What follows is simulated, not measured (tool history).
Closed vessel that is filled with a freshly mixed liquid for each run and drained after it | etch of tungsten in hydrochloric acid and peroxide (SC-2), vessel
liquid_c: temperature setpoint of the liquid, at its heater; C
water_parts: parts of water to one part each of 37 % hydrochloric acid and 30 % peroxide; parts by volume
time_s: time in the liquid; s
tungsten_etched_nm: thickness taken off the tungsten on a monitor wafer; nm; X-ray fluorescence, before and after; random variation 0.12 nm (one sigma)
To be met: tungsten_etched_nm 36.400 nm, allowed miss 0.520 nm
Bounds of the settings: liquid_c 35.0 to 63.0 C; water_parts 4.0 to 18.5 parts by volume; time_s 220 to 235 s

run	hour	liquid_c	water_parts	time_s	tungsten_etched_nm
1	0.0	47.0	10.5	220	18.517
2	5.5	47.0	8.5	220	21.903
3	9.0	49.5	8.5	220	26.032
4	14.5	51.0	8.5	220	28.849
5	19.3	52.0	8.5	220	30.772
6	22.3	53.0	8.5	220	32.798
7	29.3	53.5	8.5	220	33.777
8	34.0	53.5	8.5	220	33.829
9	35.7	53.5	8.5	220	33.886
10	43.6	54.0	8.5	220	34.930

Which of these 5 next moves meets every target?
A	51.5	56.0	9.5	230	?
B	51.5	49.0	5.5	235	?
C	51.5	54.5	8.0	220	?
D	51.5	53.5	8.5	235	?
E	51.5	48.5	5.0	225	?

move	tungsten_etched_nm
A	38.088
B	37.683
C	38.030
D	36.251
E	37.379
A: takes the result that was furthest off past its target
B: takes the result that was furthest off past its target
C: takes the result that was furthest off past its target
D: meets every target
E: takes the result that was furthest off past its target
Answer: D
